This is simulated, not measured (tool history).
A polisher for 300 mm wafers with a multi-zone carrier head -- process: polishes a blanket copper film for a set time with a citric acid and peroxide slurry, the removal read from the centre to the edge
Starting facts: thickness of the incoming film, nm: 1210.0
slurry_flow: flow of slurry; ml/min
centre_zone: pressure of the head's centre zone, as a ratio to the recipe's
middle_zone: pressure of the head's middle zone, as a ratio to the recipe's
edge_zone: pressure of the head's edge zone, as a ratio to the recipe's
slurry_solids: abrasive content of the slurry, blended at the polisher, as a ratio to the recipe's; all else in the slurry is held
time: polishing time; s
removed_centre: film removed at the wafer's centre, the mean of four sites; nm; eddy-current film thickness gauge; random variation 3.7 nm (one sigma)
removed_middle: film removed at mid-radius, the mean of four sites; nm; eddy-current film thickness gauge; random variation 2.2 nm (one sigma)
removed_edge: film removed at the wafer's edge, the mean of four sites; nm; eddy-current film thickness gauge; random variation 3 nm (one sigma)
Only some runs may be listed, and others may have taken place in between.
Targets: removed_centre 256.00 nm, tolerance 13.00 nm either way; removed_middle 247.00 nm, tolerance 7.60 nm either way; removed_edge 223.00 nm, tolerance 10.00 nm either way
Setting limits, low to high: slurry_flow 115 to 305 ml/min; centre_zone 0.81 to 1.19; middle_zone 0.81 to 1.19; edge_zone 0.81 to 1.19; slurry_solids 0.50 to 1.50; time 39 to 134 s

run 1 hour=0.0 | slurry_flow=195 centre_zone=1.00 middle_zone=1.00 edge_zone=1.00 slurry_solids=1.00 time=86 | removed_centre=157.95 removed_middle=162.90 removed_edge=162.03
run 2 hour=3.0 | slurry_flow=195 centre_zone=1.00 middle_zone=1.03 edge_zone=1.00 slurry_solids=1.00 time=86 | removed_centre=157.08 removed_middle=169.82 removed_edge=162.41
run 3 hour=5.5 | slurry_flow=195 centre_zone=1.00 middle_zone=0.95 edge_zone=1.00 slurry_solids=1.00 time=86 | removed_centre=157.86 removed_middle=157.43 removed_edge=164.49
run 4 hour=8.8 | slurry_flow=235 centre_zone=1.00 middle_zone=0.95 edge_zone=1.00 slurry_solids=1.00 time=86 | removed_centre=155.02 removed_middle=159.82 removed_edge=163.38
run 5 hour=16.5 | slurry_flow=230 centre_zone=1.04 middle_zone=0.98 edge_zone=1.00 slurry_solids=1.10 time=90 | removed_centre=180.47 removed_middle=177.95 removed_edge=178.71
run 6 hour=18.4 | slurry_flow=230 centre_zone=1.06 middle_zone=1.02 edge_zone=1.01 slurry_solids=1.20 time=91 | removed_centre=187.88 removed_middle=187.79 removed_edge=186.07
run 7 hour=26.2 | slurry_flow=230 centre_zone=1.09 middle_zone=1.05 edge_zone=1.00 slurry_solids=1.25 time=93 | removed_centre=198.11 removed_middle=196.07 removed_edge=184.34
run 8 hour=30.4 | slurry_flow=235 centre_zone=1.11 middle_zone=1.07 edge_zone=1.01 slurry_solids=1.30 time=96 | removed_centre=211.89 removed_middle=212.24 removed_edge=192.98
run 9 hour=35.3 | slurry_flow=265 centre_zone=1.19 middle_zone=1.08 edge_zone=1.10 slurry_solids=1.50 time=102 | removed_centre=250.32 removed_middle=238.15 removed_edge=227.78

Next run, 4 choices. One meets every target within its allowed miss, the rest don't. Which?
run A hour=40.2 | slurry_flow=270 centre_zone=1.09 middle_zone=1.02 edge_zone=1.17 slurry_solids=1.50 time=104 | removed_centre=? removed_middle=? removed_edge=?
run B hour=40.2 | slurry_flow=245 centre_zone=1.10 middle_zone=1.04 edge_zone=1.10 slurry_solids=1.50 time=105 | removed_centre=? removed_middle=? removed_edge=?
run C hour=40.2 | slurry_flow=240 centre_zone=1.15 middle_zone=1.16 edge_zone=1.08 slurry_solids=1.50 time=108 | removed_centre=? removed_middle=? removed_edge=?
run D hour=40.2 | slurry_flow=250 centre_zone=1.19 middle_zone=1.15 edge_zone=1.10 slurry_solids=1.50 time=102 | removed_centre=? removed_middle=? removed_edge=?

move=A removed_centre=238.58 removed_middle=231.79 removed_edge=240.04
move=B removed_centre=240.28 removed_middle=235.41 removed_edge=232.85
move=C removed_centre=257.99 removed_middle=265.18 removed_edge=236.50
move=D removed_centre=253.48 removed_middle=249.68 removed_edge=226.26
A: lands further from the targets than the last run did
B: lands further from the targets than the last run did
C: takes the result that was furthest off past its target
D: hits every target within its allowed miss
Go with D: it meets all targets.
